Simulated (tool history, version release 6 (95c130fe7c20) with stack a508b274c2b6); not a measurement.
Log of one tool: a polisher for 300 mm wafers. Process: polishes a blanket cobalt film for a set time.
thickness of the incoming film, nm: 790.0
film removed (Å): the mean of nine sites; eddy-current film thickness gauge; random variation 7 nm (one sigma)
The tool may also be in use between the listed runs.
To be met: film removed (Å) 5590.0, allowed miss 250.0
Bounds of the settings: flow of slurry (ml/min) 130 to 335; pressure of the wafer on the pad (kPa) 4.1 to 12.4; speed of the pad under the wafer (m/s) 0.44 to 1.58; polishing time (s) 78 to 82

run	hour	flow of slurry (ml/min)	pressure of the wafer on the pad (kPa)	speed of the pad under the wafer (m/s)	polishing time (s)	film removed (Å)
1	0.0	215	8.3	1.00	78	2789.2
2	4.4	215	9.0	1.04	78	3146.7
3	9.9	215	9.7	1.08	78	3465.3
4	17.2	215	10.3	1.12	78	3885.4
5	21.3	215	11.0	1.12	78	4041.0
6	22.6	255	11.0	1.12	78	4127.3
7	28.6	255	11.0	1.16	78	4201.9
8	36.5	255	11.0	1.20	78	4416.0
9	43.5	255	11.0	1.22	78	4532.9
10	44.2	255	11.0	1.24	78	4572.1
11	51.7	255	11.0	1.26	78	4799.6
12	58.5	255	11.7	1.28	78	5153.7
13	65.6	255	11.7	1.28	78	4993.5

Which of these 5 next moves meets every target?
A	72.7	235	11.7	1.08	78	?
B	72.7	265	8.3	1.50	82	?
C	72.7	200	10.3	1.38	78	?
D	72.7	250	12.4	1.26	82	?
E	72.7	270	10.3	1.38	82	?

move	film removed (Å)
A	4344.9
B	4536.8
C	4796.1
D	5648.9
E	5204.3
A: further off than the last run
B: further off than the last run
C: further off than the last run
D: meets every target
E: nearer than the last run, and not there yet
The right move is D.

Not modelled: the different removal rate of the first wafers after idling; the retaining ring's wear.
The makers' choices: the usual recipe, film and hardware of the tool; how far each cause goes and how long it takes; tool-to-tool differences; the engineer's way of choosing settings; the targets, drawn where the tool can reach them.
